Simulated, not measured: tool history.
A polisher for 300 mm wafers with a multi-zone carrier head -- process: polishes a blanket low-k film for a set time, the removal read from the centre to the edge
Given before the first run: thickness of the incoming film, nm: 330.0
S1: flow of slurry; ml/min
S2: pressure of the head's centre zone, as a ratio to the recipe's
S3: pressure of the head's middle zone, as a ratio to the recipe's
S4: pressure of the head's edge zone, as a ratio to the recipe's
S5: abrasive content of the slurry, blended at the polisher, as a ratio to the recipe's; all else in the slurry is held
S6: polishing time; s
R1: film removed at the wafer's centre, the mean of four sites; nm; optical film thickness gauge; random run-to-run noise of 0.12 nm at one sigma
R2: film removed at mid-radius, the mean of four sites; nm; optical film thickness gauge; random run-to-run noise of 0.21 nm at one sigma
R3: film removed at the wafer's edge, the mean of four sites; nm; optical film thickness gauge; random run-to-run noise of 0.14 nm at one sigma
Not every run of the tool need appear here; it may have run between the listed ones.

run,hour,S1,S2,S3,S4,S5,S6,R1,R2,R3
1,0,130,1,1,1,1,55,20.389,20.4,20.467
2,3.3,130,1,1,0.94,1,55,20.562,21.081,19.766
3,9.7,130,0.95,1,0.94,1,55,19.451,20.508,19.752
4,14.3,130,0.95,1,0.94,1,67,23.553,24.827,23.919
5,18.5,130,1.03,1,0.94,1,67,25.455,25.251,24.202
6,22.8,155,1.03,1,0.94,1,67,26.672,26.304,24.745

Expected results for the next run?
7,29.4,155,1.03,1,0.94,1,67,?,?,?

R1: 26.74 nm
R2: 26.707 nm
R3: 24.832 nm
